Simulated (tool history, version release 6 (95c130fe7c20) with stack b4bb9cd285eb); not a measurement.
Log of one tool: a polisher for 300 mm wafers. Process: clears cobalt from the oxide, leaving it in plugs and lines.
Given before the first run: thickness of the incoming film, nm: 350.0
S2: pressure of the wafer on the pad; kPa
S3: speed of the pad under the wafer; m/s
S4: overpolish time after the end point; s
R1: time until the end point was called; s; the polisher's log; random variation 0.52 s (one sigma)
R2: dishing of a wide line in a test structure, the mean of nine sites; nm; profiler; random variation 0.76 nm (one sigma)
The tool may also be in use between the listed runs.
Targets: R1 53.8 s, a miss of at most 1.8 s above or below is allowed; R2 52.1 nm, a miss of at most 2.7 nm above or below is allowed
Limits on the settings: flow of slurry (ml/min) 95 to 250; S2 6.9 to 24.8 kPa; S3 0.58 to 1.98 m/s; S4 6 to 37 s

run 1 hour=0 | flow_of_slurry_(ml/min)=160 S2=15.9 S3=1.28 S4=19 | R1=56.077 R2=64.755
run 2 hour=8.5 | flow_of_slurry_(ml/min)=160 S2=15.9 S3=1.04 S4=19 | R1=68.834 R2=58.759
run 3 hour=15.4 | flow_of_slurry_(ml/min)=160 S2=15.9 S3=1.04 S4=16 | R1=69.353 R2=54.601
run 4 hour=19.6 | flow_of_slurry_(ml/min)=125 S2=15.9 S3=1.04 S4=16 | R1=72.032 R2=50.446
run 5 hour=23.9 | flow_of_slurry_(ml/min)=140 S2=17.2 S3=1.04 S4=14 | R1=65.68 R2=52.235
run 6 hour=30.9 | flow_of_slurry_(ml/min)=140 S2=15.2 S3=1.04 S4=14 | R1=73.596 R2=46.564
run 7 hour=37.4 | flow_of_slurry_(ml/min)=155 S2=16.5 S3=1.06 S4=12 | R1=65.659 R2=45.955
run 8 hour=43.6 | flow_of_slurry_(ml/min)=165 S2=17.2 S3=1.06 S4=12 | R1=63.106 R2=47.106

Consider the 4 candidate settings below. Which is the only one whose results all fall within their allowed miss of target?
run A hour=49.8 | flow_of_slurry_(ml/min)=165 S2=21.4 S3=0.96 S4=13 | R1=? R2=?
run B hour=49.8 | flow_of_slurry_(ml/min)=130 S2=16.5 S3=1.02 S4=14 | R1=? R2=?
run C hour=49.8 | flow_of_slurry_(ml/min)=145 S2=19.3 S3=1.16 S4=12 | R1=? R2=?
run D hour=49.8 | flow_of_slurry_(ml/min)=185 S2=17.9 S3=1.12 S4=13 | R1=? R2=?

move=A R1=56.949 R2=53.051
move=B R1=69.72 R2=48.95
move=C R1=52.922 R2=52.814
move=D R1=56.411 R2=53.361
A: better than the last run, though not everything is in spec
B: lands further from the targets than the last run did
C: in spec on every target
D: better than the last run, though not everything is in spec
Move C is the one to make.
